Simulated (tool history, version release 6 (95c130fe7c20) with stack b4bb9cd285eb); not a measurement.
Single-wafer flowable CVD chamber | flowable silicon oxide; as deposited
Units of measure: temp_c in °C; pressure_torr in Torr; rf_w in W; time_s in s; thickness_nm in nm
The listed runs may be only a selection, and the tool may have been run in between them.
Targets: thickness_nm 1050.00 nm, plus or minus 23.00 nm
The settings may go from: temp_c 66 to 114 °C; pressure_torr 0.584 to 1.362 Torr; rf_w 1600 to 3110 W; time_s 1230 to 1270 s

{"run": 1, "hour": 0.0, "temp_c": 90, "pressure_torr": 0.973, "rf_w": 2355, "time_s": 1230, "thickness_nm": 1337.4}
{"run": 2, "hour": 3.7, "temp_c": 92, "pressure_torr": 0.972, "rf_w": 2355, "time_s": 1230, "thickness_nm": 1243.2}
{"run": 3, "hour": 10.9, "temp_c": 94, "pressure_torr": 0.972, "rf_w": 2355, "time_s": 1230, "thickness_nm": 1151.2}
{"run": 4, "hour": 16.3, "temp_c": 104, "pressure_torr": 0.972, "rf_w": 2355, "time_s": 1230, "thickness_nm": 790.74}
{"run": 5, "hour": 25.5, "temp_c": 104, "pressure_torr": 1.127, "rf_w": 2355, "time_s": 1230, "thickness_nm": 911.31}
{"run": 6, "hour": 31.7, "temp_c": 103, "pressure_torr": 1.127, "rf_w": 2355, "time_s": 1230, "thickness_nm": 948.11}
{"run": 7, "hour": 34.7, "temp_c": 102, "pressure_torr": 1.127, "rf_w": 2355, "time_s": 1230, "thickness_nm": 983.0}
{"run": 8, "hour": 38.3, "temp_c": 101, "pressure_torr": 1.127, "rf_w": 2355, "time_s": 1230, "thickness_nm": 1023.6}

Next run, 4 choices. One meets every target within its allowed miss, the rest don't. Which?
{"run": "A", "hour": 41.9, "temp_c": 100, "pressure_torr": 1.01, "rf_w": 2780, "time_s": 1240, "thickness_nm": "?"}
{"run": "B", "hour": 41.9, "temp_c": 98, "pressure_torr": 1.068, "rf_w": 2380, "time_s": 1230, "thickness_nm": "?"}
{"run": "C", "hour": 41.9, "temp_c": 100, "pressure_torr": 1.099, "rf_w": 2400, "time_s": 1230, "thickness_nm": "?"}
{"run": "D", "hour": 41.9, "temp_c": 98, "pressure_torr": 1.085, "rf_w": 2525, "time_s": 1230, "thickness_nm": "?"}

move=A thickness_nm=994.45
move=B thickness_nm=1100.90
move=C thickness_nm=1048.30
move=D thickness_nm=1127.30
A: its largest miss is bigger than the last run's
B: pushes the last run's worst result past its target
C: in spec on every target
D: pushes the last run's worst result past its target
Answer: C
